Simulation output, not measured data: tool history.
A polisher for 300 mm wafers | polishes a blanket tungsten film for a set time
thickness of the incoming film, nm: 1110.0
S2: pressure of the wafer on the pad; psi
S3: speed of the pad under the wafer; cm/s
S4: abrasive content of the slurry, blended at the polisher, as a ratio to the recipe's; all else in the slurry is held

Run 1, day 0.000: flow of slurry (ml/min) 265, S2 2.6 psi, S3 96 cm/s, S4 1.0, polishing time (s) 62. Result: film removed (nm) 166.06.
Run 2, day 0.288: flow of slurry (ml/min) 330, S2 2.6 psi, S3 96 cm/s, S4 1.0, polishing time (s) 62. Result: film removed (nm) 170.25.
Run 3, day 0.454: flow of slurry (ml/min) 330, S2 2.4 psi, S3 94 cm/s, S4 1.0, polishing time (s) 62. Result: film removed (nm) 158.12.
Run 4, day 0.604: flow of slurry (ml/min) 330, S2 2.3 psi, S3 92 cm/s, S4 1.0, polishing time (s) 62. Result: film removed (nm) 146.38.
Run 5, day 0.871: flow of slurry (ml/min) 330, S2 2.2 psi, S3 92 cm/s, S4 1.0, polishing time (s) 62. Result: film removed (nm) 145.67.
Run 6, day 1.046: flow of slurry (ml/min) 270, S2 2.2 psi, S3 92 cm/s, S4 1.0, polishing time (s) 62. Result: film removed (nm) 139.25.
Run 7, day 1.142: flow of slurry (ml/min) 270, S2 2.1 psi, S3 90 cm/s, S4 1.0, polishing time (s) 62. Result: film removed (nm) 129.94.
Run 8, day 1.250: flow of slurry (ml/min) 270, S2 2.0 psi, S3 90 cm/s, S4 1.0, polishing time (s) 62. Result: film removed (nm) 127.41.

The next listed run, before its measurement:
Run 9, day 1.488: flow of slurry (ml/min) 270, S2 1.9 psi, S3 88 cm/s, S4 1.0, polishing time (s) 62. Result: film removed (nm) ?.

{"run 9": {"film removed (nm)": 120.95}}
